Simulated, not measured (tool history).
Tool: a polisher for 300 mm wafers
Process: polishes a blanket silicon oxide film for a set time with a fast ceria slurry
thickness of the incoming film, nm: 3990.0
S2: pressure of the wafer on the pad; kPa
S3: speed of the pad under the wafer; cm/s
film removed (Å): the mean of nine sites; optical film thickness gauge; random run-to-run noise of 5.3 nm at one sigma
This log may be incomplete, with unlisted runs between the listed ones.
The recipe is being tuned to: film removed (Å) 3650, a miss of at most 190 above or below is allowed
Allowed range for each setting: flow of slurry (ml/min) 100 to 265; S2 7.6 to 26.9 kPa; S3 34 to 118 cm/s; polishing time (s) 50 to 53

Run 1, day 0: flow of slurry (ml/min) 170, S2 17.2 kPa, S3 76 cm/s, polishing time (s) 50. Result: film removed (Å) 4511.4.
Run 2, day 0.112: flow of slurry (ml/min) 170, S2 19.3 kPa, S3 76 cm/s, polishing time (s) 50. Result: film removed (Å) 4942.5.
Run 3, day 0.35: flow of slurry (ml/min) 170, S2 19.3 kPa, S3 88 cm/s, polishing time (s) 50. Result: film removed (Å) 5670.8.
Run 4, day 0.408: flow of slurry (ml/min) 170, S2 19.3 kPa, S3 88 cm/s, polishing time (s) 53. Result: film removed (Å) 6147.5.
Run 5, day 0.621: flow of slurry (ml/min) 170, S2 19.3 kPa, S3 88 cm/s, polishing time (s) 53. Result: film removed (Å) 5971.2.
Run 6, day 0.875: flow of slurry (ml/min) 170, S2 17.2 kPa, S3 86 cm/s, polishing time (s) 53. Result: film removed (Å) 5411.3.
Run 7, day 1.217: flow of slurry (ml/min) 170, S2 15.2 kPa, S3 84 cm/s, polishing time (s) 53. Result: film removed (Å) 4781.7.
Run 8, day 1.55: flow of slurry (ml/min) 170, S2 13.8 kPa, S3 84 cm/s, polishing time (s) 53. Result: film removed (Å) 4661.4.
Run 9, day 1.658: flow of slurry (ml/min) 170, S2 12.4 kPa, S3 84 cm/s, polishing time (s) 53. Result: film removed (Å) 4317.1.
Run 10, day 1.683: flow of slurry (ml/min) 170, S2 11.7 kPa, S3 84 cm/s, polishing time (s) 53. Result: film removed (Å) 4199.2.

Which of these 5 next moves meets every target?
Run A, day 1.708: flow of slurry (ml/min) 160, S2 13.1 kPa, S3 90 cm/s, polishing time (s) 53. Result: film removed (Å) ?.
Run B, day 1.708: flow of slurry (ml/min) 110, S2 12.4 kPa, S3 86 cm/s, polishing time (s) 50. Result: film removed (Å) ?.
Run C, day 1.708: flow of slurry (ml/min) 190, S2 11.7 kPa, S3 90 cm/s, polishing time (s) 53. Result: film removed (Å) ?.
Run D, day 1.708: flow of slurry (ml/min) 170, S2 12.4 kPa, S3 94 cm/s, polishing time (s) 53. Result: film removed (Å) ?.
Run E, day 1.708: flow of slurry (ml/min) 200, S2 9 kPa, S3 80 cm/s, polishing time (s) 52. Result: film removed (Å) ?.

move  film removed (Å)
   A            4636.5
   B            3712.3
   C            4434.9
   D            4717.5
   E            3320.8
A: lands further from the targets than the last run did
B: meets every target
C: lands further from the targets than the last run did
D: lands further from the targets than the last run did
E: the result that was furthest off in the last run now lies on the other side of its target
The right move is B.
